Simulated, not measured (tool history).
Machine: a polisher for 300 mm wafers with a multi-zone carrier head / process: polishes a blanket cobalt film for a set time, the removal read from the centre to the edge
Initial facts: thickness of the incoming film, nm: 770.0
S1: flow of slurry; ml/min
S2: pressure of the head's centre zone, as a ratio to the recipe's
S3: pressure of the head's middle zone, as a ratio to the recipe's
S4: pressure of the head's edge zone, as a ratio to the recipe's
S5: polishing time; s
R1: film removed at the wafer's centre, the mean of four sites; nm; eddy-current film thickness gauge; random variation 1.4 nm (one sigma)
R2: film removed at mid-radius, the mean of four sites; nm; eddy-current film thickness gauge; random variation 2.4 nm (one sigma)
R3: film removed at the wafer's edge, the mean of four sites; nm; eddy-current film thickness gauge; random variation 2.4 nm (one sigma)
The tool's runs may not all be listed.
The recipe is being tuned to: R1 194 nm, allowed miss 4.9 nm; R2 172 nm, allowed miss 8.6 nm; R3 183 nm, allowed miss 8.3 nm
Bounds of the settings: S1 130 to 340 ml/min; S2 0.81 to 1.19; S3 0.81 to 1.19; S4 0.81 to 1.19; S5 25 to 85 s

{"run": 1, "day": 0.0, "S1": 220, "S2": 1, "S3": 1, "S4": 1, "S5": 55, "R1": 248.14, "R2": 254.04, "R3": 258.88}
{"run": 2, "day": 0.042, "S1": 220, "S2": 1, "S3": 1, "S4": 1.06, "S5": 55, "R1": 248.24, "R2": 257.39, "R3": 259.47}
{"run": 3, "day": 0.325, "S1": 225, "S2": 1.02, "S3": 0.99, "S4": 1.06, "S5": 51, "R1": 235.02, "R2": 239, "R3": 244.27}
{"run": 4, "day": 0.375, "S1": 220, "S2": 1.04, "S3": 0.98, "S4": 1.04, "S5": 48, "R1": 223.17, "R2": 221.11, "R3": 227.48}
{"run": 5, "day": 0.492, "S1": 220, "S2": 1, "S3": 0.98, "S4": 1.04, "S5": 48, "R1": 216.32, "R2": 225.86, "R3": 225.17}
{"run": 6, "day": 0.517, "S1": 220, "S2": 1, "S3": 0.98, "S4": 0.99, "S5": 48, "R1": 216.84, "R2": 222.63, "R3": 225.89}
{"run": 7, "day": 0.85, "S1": 215, "S2": 1.02, "S3": 0.97, "S4": 0.98, "S5": 46, "R1": 211.29, "R2": 214.21, "R3": 208.25}
{"run": 8, "day": 0.883, "S1": 210, "S2": 1.03, "S3": 0.94, "S4": 0.99, "S5": 45, "R1": 205.23, "R2": 196.45, "R3": 208.04}
{"run": 9, "day": 1.038, "S1": 205, "S2": 1.04, "S3": 0.94, "S4": 0.97, "S5": 44, "R1": 202.93, "R2": 193.46, "R3": 204.72}
{"run": 10, "day": 1.3, "S1": 215, "S2": 1.08, "S3": 0.88, "S4": 0.87, "S5": 38, "R1": 186.41, "R2": 162.24, "R3": 170.48}
{"run": 11, "day": 1.521, "S1": 220, "S2": 1.08, "S3": 0.88, "S4": 0.89, "S5": 38, "R1": 185.85, "R2": 162.07, "R3": 171.89}
{"run": 12, "day": 1.833, "S1": 250, "S2": 1.09, "S3": 0.91, "S4": 0.96, "S5": 40, "R1": 199.56, "R2": 180.7, "R3": 185.4}
{"run": 13, "day": 2.05, "S1": 245, "S2": 1.09, "S3": 0.91, "S4": 0.96, "S5": 40, "R1": 199.53, "R2": 171.02, "R3": 184.62}

5 next moves are on the table. One of them brings every result within its allowed miss. Which?
{"run": "A", "day": 2.267, "S1": 170, "S2": 1.08, "S3": 0.89, "S4": 0.93, "S5": 42, "R1": "?", "R2": "?", "R3": "?"}
{"run": "B", "day": 2.267, "S1": 220, "S2": 1.12, "S3": 0.83, "S4": 1.01, "S5": 41, "R1": "?", "R2": "?", "R3": "?"}
{"run": "C", "day": 2.267, "S1": 195, "S2": 1.07, "S3": 0.82, "S4": 0.99, "S5": 43, "R1": "?", "R2": "?", "R3": "?"}
{"run": "D", "day": 2.267, "S1": 280, "S2": 1.04, "S3": 0.82, "S4": 1.11, "S5": 40, "R1": "?", "R2": "?", "R3": "?"}
{"run": "E", "day": 2.267, "S1": 225, "S2": 1.15, "S3": 0.91, "S4": 0.82, "S5": 40, "R1": "?", "R2": "?", "R3": "?"}

move=A R1=196.84 R2=166.69 R3=180.69
move=B R1=209.21 R2=160.42 R3=188.44
move=C R1=205.2 R2=163.55 R3=193.34
move=D R1=195.93 R2=159.79 R3=195.8
move=E R1=210.48 R2=169.4 R3=169.77
A: hits every target within its allowed miss
B: lands further from the targets than the last run did
C: lands further from the targets than the last run did
D: meets the target for the result that was furthest off, but another lies outside its allowed miss
E: lands further from the targets than the last run did
Go with A: it meets all targets.
